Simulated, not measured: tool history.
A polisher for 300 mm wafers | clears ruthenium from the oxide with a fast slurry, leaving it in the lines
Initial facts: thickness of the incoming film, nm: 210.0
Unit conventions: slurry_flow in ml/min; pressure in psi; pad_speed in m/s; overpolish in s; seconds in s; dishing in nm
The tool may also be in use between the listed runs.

run 1 hour=0.0 | slurry_flow=175 pressure=2.1 pad_speed=1.02 slurry_solids=1.0 overpolish=12 | seconds=81.026 dishing=27.196
run 2 hour=8.6 | slurry_flow=155 pressure=2.1 pad_speed=1.02 slurry_solids=1.0 overpolish=12 | seconds=84.151 dishing=25.574
run 3 hour=17.5 | slurry_flow=155 pressure=2.1 pad_speed=0.76 slurry_solids=1.0 overpolish=12 | seconds=109.180 dishing=20.324
run 4 hour=25.1 | slurry_flow=155 pressure=1.8 pad_speed=0.76 slurry_solids=1.0 overpolish=12 | seconds=118.280 dishing=18.374
run 5 hour=29.6 | slurry_flow=165 pressure=2.0 pad_speed=0.78 slurry_solids=1.0 overpolish=11 | seconds=107.250 dishing=18.477
run 6 hour=37.1 | slurry_flow=175 pressure=2.2 pad_speed=0.78 slurry_solids=1.0 overpolish=10 | seconds=104.280 dishing=18.200
run 7 hour=44.3 | slurry_flow=175 pressure=2.4 pad_speed=0.80 slurry_solids=1.0 overpolish=9 | seconds=94.668 dishing=18.143

Estimate the outcome of run 8 from the log above:
run 8 hour=49.4 | slurry_flow=180 pressure=3.0 pad_speed=0.82 slurry_solids=1.0 overpolish=7 | seconds=? dishing=?

{"run 8": {"seconds": 78.675, "dishing": 16.342}}
